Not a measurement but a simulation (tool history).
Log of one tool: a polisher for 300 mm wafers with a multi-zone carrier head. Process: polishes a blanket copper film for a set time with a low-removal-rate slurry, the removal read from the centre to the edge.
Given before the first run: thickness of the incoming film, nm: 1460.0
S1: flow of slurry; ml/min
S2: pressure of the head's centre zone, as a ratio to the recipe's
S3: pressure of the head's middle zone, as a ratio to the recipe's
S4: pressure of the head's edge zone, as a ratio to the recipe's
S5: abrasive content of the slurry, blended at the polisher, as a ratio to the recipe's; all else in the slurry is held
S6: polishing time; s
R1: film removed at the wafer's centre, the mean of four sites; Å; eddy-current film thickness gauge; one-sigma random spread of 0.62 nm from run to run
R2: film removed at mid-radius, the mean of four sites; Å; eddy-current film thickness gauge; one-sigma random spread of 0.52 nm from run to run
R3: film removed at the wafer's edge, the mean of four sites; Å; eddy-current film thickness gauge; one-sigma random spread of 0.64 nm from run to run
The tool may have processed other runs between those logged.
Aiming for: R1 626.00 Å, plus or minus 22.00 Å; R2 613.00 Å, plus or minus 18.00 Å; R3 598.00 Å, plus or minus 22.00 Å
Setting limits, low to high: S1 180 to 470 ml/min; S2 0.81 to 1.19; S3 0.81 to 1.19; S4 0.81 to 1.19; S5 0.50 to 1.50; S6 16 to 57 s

Run 1, day 0.000: S1 300 ml/min, S2 1.00, S3 1.00, S4 1.00, S5 1.00, S6 36 s. Result: R1 871.57 Å, R2 855.92 Å, R3 877.07 Å.
Run 2, day 0.225: S1 300 ml/min, S2 1.00, S3 1.00, S4 1.00, S5 1.15, S6 36 s. Result: R1 893.14 Å, R2 881.97 Å, R3 895.46 Å.
Run 3, day 0.458: S1 350 ml/min, S2 1.00, S3 1.00, S4 1.00, S5 1.15, S6 36 s. Result: R1 881.44 Å, R2 883.79 Å, R3 902.91 Å.
Run 4, day 0.758: S1 350 ml/min, S2 1.00, S3 1.03, S4 1.00, S5 1.15, S6 36 s. Result: R1 891.10 Å, R2 911.68 Å, R3 913.85 Å.
Run 5, day 0.850: S1 350 ml/min, S2 0.92, S3 1.03, S4 1.00, S5 1.15, S6 36 s. Result: R1 840.54 Å, R2 929.92 Å, R3 907.90 Å.
At day 0.950: edge zone pressure recalibrated.
Run 6, day 0.950: S1 350 ml/min, S2 0.92, S3 1.03, S4 1.07, S5 1.15, S6 36 s. Result: R1 828.23 Å, R2 913.43 Å, R3 926.17 Å.
Run 7, day 1.212: S1 335 ml/min, S2 0.94, S3 1.01, S4 1.01, S5 0.95, S6 33 s. Result: R1 761.29 Å, R2 791.36 Å, R3 786.40 Å.
Run 8, day 1.388: S1 335 ml/min, S2 0.92, S3 0.98, S4 0.98, S5 0.80, S6 32 s. Result: R1 680.70 Å, R2 740.52 Å, R3 729.25 Å.
Run 9, day 1.604: S1 320 ml/min, S2 1.02, S3 0.88, S4 0.88, S5 0.55, S6 29 s. Result: R1 663.18 Å, R2 586.99 Å, R3 600.62 Å.
Run 10, day 1.933: S1 320 ml/min, S2 1.02, S3 0.88, S4 0.88, S5 0.55, S6 29 s. Result: R1 663.97 Å, R2 587.55 Å, R3 594.34 Å.
Run 11, day 2.117: S1 320 ml/min, S2 1.00, S3 0.89, S4 0.88, S5 0.55, S6 29 s. Result: R1 637.50 Å, R2 586.93 Å, R3 611.50 Å.

5 next moves are on the table. One of them brings every result within its allowed miss. Which?
Run A, day 2.300: S1 180 ml/min, S2 0.96, S3 0.83, S4 0.93, S5 0.50, S6 30 s. Result: R1 ?, R2 ?, R3 ?.
Run B, day 2.300: S1 310 ml/min, S2 0.98, S3 0.85, S4 0.87, S5 0.75, S6 28 s. Result: R1 ?, R2 ?, R3 ?.
Run C, day 2.300: S1 330 ml/min, S2 1.07, S3 0.84, S4 0.94, S5 0.50, S6 28 s. Result: R1 ?, R2 ?, R3 ?.
Run D, day 2.300: S1 260 ml/min, S2 1.05, S3 0.84, S4 0.99, S5 0.60, S6 28 s. Result: R1 ?, R2 ?, R3 ?.
Run E, day 2.300: S1 285 ml/min, S2 1.03, S3 1.00, S4 0.94, S5 0.75, S6 27 s. Result: R1 ?, R2 ?, R3 ?.

move      R1      R2      R3
   A  599.31  553.67  621.01
   B  629.35  577.56  612.19
   C  646.19  544.69  602.71
   D  638.75  548.31  624.31
   E  630.07  617.84  607.98
A: the biggest miss grows against the last run
B: the biggest miss grows against the last run
C: the biggest miss grows against the last run
D: the biggest miss grows against the last run
E: in spec on every target
Go with E: it meets all targets.
